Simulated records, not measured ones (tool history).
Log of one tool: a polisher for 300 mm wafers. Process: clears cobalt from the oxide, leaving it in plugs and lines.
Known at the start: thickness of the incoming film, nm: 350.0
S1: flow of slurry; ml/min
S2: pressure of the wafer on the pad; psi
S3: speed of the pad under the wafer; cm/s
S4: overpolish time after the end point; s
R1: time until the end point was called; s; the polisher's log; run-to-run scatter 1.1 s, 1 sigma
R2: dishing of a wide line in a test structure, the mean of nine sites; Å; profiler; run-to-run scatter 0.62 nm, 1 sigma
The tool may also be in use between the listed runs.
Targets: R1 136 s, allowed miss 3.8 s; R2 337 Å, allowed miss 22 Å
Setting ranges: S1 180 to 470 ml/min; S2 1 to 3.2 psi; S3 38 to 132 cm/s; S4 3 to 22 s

Run 1, hour 0: S1 300 ml/min, S2 2.1 psi, S3 84 cm/s, S4 11 s. Result: R1 66.456 s, R2 392.98 Å.
Run 2, hour 8.8: S1 300 ml/min, S2 1.9 psi, S3 82 cm/s, S4 12 s. Result: R1 75.26 s, R2 380.42 Å.
Run 3, hour 11: S1 300 ml/min, S2 1.8 psi, S3 80 cm/s, S4 13 s. Result: R1 80.778 s, R2 377.02 Å.
Run 4, hour 13.5: S1 300 ml/min, S2 1.5 psi, S3 80 cm/s, S4 13 s. Result: R1 97.616 s, R2 341.18 Å.
Run 5, hour 14.2: S1 300 ml/min, S2 1.5 psi, S3 80 cm/s, S4 16 s. Result: R1 95.828 s, R2 389.44 Å.
Run 6, hour 15.4: S1 300 ml/min, S2 1.7 psi, S3 80 cm/s, S4 16 s. Result: R1 86.23 s, R2 426.04 Å.
Run 7, hour 22.9: S1 300 ml/min, S2 1.6 psi, S3 80 cm/s, S4 16 s. Result: R1 89.678 s, R2 393.68 Å.
Run 8, hour 28.2: S1 300 ml/min, S2 1.5 psi, S3 78 cm/s, S4 16 s. Result: R1 98.662 s, R2 392.42 Å.
Run 9, hour 34.5: S1 300 ml/min, S2 1.4 psi, S3 78 cm/s, S4 16 s. Result: R1 106.88 s, R2 369.42 Å.
Run 10, hour 40.9: S1 300 ml/min, S2 1.3 psi, S3 78 cm/s, S4 16 s. Result: R1 112.18 s, R2 343.15 Å.
Run 11, hour 44: S1 290 ml/min, S2 1 psi, S3 74 cm/s, S4 19 s. Result: R1 152.5 s, R2 327.67 Å.

Exercise: of the 4 proposed moves below, exactly one satisfies all targets within the stated allowed misses. Which move is it?
Run A, hour 47.1: S1 255 ml/min, S2 1.1 psi, S3 78 cm/s, S4 22 s. Result: R1 ?, R2 ?.
Run B, hour 47.1: S1 260 ml/min, S2 1 psi, S3 78 cm/s, S4 20 s. Result: R1 ?, R2 ?.
Run C, hour 47.1: S1 290 ml/min, S2 1.2 psi, S3 56 cm/s, S4 21 s. Result: R1 ?, R2 ?.
Run D, hour 47.1: S1 275 ml/min, S2 1.1 psi, S3 76 cm/s, S4 18 s. Result: R1 ?, R2 ?.

move      R1      R2
   A  134.76  385.95
   B  147.15  337.93
   C  168.73  316.46
   D  137.23  328.76
A: puts the biggest miss on target and leaves a different result outside tolerance
B: nearer the targets than the last run, but a result is still out of spec
C: lands further from the targets than the last run did
D: each result inside its tolerance
Move D is the one to make.
